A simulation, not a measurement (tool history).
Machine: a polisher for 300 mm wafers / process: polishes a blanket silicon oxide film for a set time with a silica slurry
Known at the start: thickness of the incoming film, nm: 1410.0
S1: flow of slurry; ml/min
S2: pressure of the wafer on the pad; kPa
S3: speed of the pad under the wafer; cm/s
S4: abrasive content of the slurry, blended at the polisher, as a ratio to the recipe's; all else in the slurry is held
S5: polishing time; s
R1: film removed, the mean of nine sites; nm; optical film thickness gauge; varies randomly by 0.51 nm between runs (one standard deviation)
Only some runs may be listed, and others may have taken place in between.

Run 1, hour 0.0: S1 160 ml/min, S2 31.0 kPa, S3 154 cm/s, S4 1.0, S5 21 s. Result: R1 77.031 nm.
Run 2, hour 2.7: S1 160 ml/min, S2 26.9 kPa, S3 152 cm/s, S4 1.0, S5 21 s. Result: R1 68.607 nm.
Run 3, hour 9.2: S1 160 ml/min, S2 26.9 kPa, S3 188 cm/s, S4 1.0, S5 21 s. Result: R1 79.357 nm.
Run 4, hour 16.3: S1 160 ml/min, S2 24.1 kPa, S3 178 cm/s, S4 1.0, S5 21 s. Result: R1 68.571 nm.
Run 5, hour 18.7: S1 160 ml/min, S2 24.1 kPa, S3 178 cm/s, S4 1.0, S5 19 s. Result: R1 63.951 nm.
Run 6, hour 19.7: S1 160 ml/min, S2 21.4 kPa, S3 176 cm/s, S4 1.0, S5 19 s. Result: R1 56.229 nm.
Run 7, hour 24.6: S1 160 ml/min, S2 20.0 kPa, S3 176 cm/s, S4 1.0, S5 19 s. Result: R1 53.157 nm.
Run 8, hour 31.7: S1 160 ml/min, S2 18.6 kPa, S3 176 cm/s, S4 1.0, S5 19 s. Result: R1 50.406 nm.
Run 9, hour 36.2: S1 160 ml/min, S2 17.9 kPa, S3 176 cm/s, S4 1.0, S5 19 s. Result: R1 49.490 nm.
Run 10, hour 40.5: S1 160 ml/min, S2 17.2 kPa, S3 176 cm/s, S4 1.0, S5 19 s. Result: R1 47.343 nm.

For run 11, what comes out?
Run 11, hour 42.1: S1 160 ml/min, S2 16.5 kPa, S3 176 cm/s, S4 1.0, S5 19 s. Result: R1 ?.

{"run 11": {"R1": 45.674}}
